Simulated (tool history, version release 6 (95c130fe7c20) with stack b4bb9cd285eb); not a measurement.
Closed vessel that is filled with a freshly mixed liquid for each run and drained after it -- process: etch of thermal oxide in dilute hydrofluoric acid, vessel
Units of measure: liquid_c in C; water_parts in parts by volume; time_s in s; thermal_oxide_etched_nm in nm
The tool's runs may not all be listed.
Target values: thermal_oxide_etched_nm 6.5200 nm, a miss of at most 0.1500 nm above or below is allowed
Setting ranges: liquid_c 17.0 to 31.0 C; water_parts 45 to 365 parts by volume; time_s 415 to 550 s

| run | hour | liquid_c | water_parts | time_s | thermal_oxide_etched_nm |
|---|---|---|---|---|---|
| 1 | 0.0 | 23.0 | 205 | 550 | 11.0160 |
| 2 | 8.0 | 22.5 | 210 | 550 | 10.3420 |
| 3 | 9.9 | 22.0 | 215 | 550 | 9.9659 |
| 4 | 18.9 | 19.5 | 215 | 550 | 9.0039 |
| 5 | 23.4 | 22.5 | 215 | 550 | 10.2210 |
| 6 | 27.5 | 21.0 | 215 | 550 | 9.5686 |
| 7 | 34.4 | 20.5 | 220 | 550 | 9.1587 |
| 8 | 39.1 | 20.0 | 225 | 550 | 8.6758 |
| 9 | 40.5 | 19.5 | 230 | 550 | 8.3138 |
| 10 | 47.6 | 19.0 | 235 | 550 | 7.9261 |
| 11 | 54.6 | 19.0 | 240 | 550 | 7.7540 |
| 12 | 63.3 | 18.0 | 250 | 550 | 7.1018 |
| 13 | 70.7 | 17.5 | 255 | 550 | 6.8074 |

5 next moves are on the table. One of them brings every result within its allowed miss. Which?
| A | 78.1 | 18.5 | 250 | 520 | ? |
| B | 78.1 | 17.0 | 230 | 495 | ? |
| C | 78.1 | 17.5 | 245 | 530 | ? |
| D | 78.1 | 17.5 | 250 | 550 | ? |
| E | 78.1 | 17.0 | 245 | 515 | ? |

| move | thermal_oxide_etched_nm |
|---|---|
| A | 6.8549 |
| B | 6.8135 |
| C | 6.8911 |
| D | 6.9773 |
| E | 6.5673 |
A: moves away from the targets compared with the last run
B: neither nearer nor further off than the last run
C: moves away from the targets compared with the last run
D: moves away from the targets compared with the last run
E: hits every target within its allowed miss
Move E is the one to make.
